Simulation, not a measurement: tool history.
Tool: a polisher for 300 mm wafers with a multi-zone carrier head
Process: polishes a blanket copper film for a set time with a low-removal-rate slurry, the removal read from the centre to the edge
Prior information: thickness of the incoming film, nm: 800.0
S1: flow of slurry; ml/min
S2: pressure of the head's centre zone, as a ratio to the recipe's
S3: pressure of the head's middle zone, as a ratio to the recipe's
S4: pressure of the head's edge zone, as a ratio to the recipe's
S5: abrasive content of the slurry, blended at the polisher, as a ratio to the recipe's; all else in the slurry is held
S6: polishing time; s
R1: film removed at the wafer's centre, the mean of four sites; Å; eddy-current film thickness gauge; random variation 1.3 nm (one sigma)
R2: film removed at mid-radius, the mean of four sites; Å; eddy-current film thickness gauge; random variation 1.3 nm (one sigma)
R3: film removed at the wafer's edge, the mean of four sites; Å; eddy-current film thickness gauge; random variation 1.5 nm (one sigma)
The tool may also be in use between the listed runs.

run  hour   S1    S2    S3    S4    S5  S6      R1      R2      R3
  1   0.0  150  1.00  1.00  1.00  1.00  42  832.98  866.85  873.34
  2   0.9  150  1.00  1.00  1.01  1.05  42  870.69  844.44  888.96
  3   4.2  150  0.99  1.01  1.02  1.05  42  832.71  857.50  888.45
  4   8.6  150  0.99  1.08  1.02  1.05  42  855.24  923.83  908.29
  5  13.7  155  0.99  1.09  1.03  1.10  42  839.55  926.70  920.57
  6  21.8  155  1.00  1.10  1.04  1.15  42  878.11  956.57  942.27
  7  30.5  155  1.00  1.10  1.04  1.15  42  888.11  952.03  923.09
  8  36.7  155  1.00  1.10  1.05  1.15  42  859.14  932.56  938.58
  9  41.6  155  1.01  1.11  1.06  1.20  42  906.89  960.80  966.33
 10  44.7  155  1.01  1.12  1.07  1.20  42  890.68  973.95  954.96

Forecast run 11:
 11  52.7  155  1.01  1.12  1.08  1.25  42   ?   ?   ?

Run 11 measured R1 924.66 Å, R2 979.38 Å, R3 984.22 Å.
